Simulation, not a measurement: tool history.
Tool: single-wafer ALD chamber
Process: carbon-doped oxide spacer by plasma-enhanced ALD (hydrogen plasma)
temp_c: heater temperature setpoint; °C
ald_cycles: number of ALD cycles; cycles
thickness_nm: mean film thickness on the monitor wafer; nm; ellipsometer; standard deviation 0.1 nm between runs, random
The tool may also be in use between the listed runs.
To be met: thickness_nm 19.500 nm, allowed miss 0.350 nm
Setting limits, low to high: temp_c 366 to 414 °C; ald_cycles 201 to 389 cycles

Run 1, day 0.000: temp_c 390 °C, ald_cycles 295 cycles. Result: thickness_nm 15.899 nm.
Run 2, day 0.046: temp_c 390 °C, ald_cycles 311 cycles. Result: thickness_nm 16.767 nm.
Run 3, day 0.079: temp_c 385 °C, ald_cycles 311 cycles. Result: thickness_nm 16.795 nm.
Run 4, day 0.129: temp_c 385 °C, ald_cycles 295 cycles. Result: thickness_nm 15.802 nm.
Run 5, day 0.288: temp_c 385 °C, ald_cycles 311 cycles. Result: thickness_nm 16.728 nm.
Run 6, day 0.546: temp_c 385 °C, ald_cycles 323 cycles. Result: thickness_nm 17.307 nm.
Run 7, day 0.750: temp_c 385 °C, ald_cycles 333 cycles. Result: thickness_nm 17.908 nm.
Run 8, day 1.033: temp_c 385 °C, ald_cycles 340 cycles. Result: thickness_nm 18.181 nm.

Exercise: of the 4 proposed moves below, exactly one satisfies all targets within the stated allowed misses. Which move is it?
Run A, day 1.317: temp_c 402 °C, ald_cycles 338 cycles. Result: thickness_nm ?.
Run B, day 1.317: temp_c 383 °C, ald_cycles 364 cycles. Result: thickness_nm ?.
Run C, day 1.317: temp_c 383 °C, ald_cycles 316 cycles. Result: thickness_nm ?.
Run D, day 1.317: temp_c 389 °C, ald_cycles 351 cycles. Result: thickness_nm ?.

move  thickness_nm
   A        18.189
   B        19.699
   C        17.101
   D        18.995
A: no better and no worse than the last run
B: every result within its allowed miss
C: its largest miss is bigger than the last run's
D: moves toward the targets from the last run without getting all of them in spec
The right move is B.

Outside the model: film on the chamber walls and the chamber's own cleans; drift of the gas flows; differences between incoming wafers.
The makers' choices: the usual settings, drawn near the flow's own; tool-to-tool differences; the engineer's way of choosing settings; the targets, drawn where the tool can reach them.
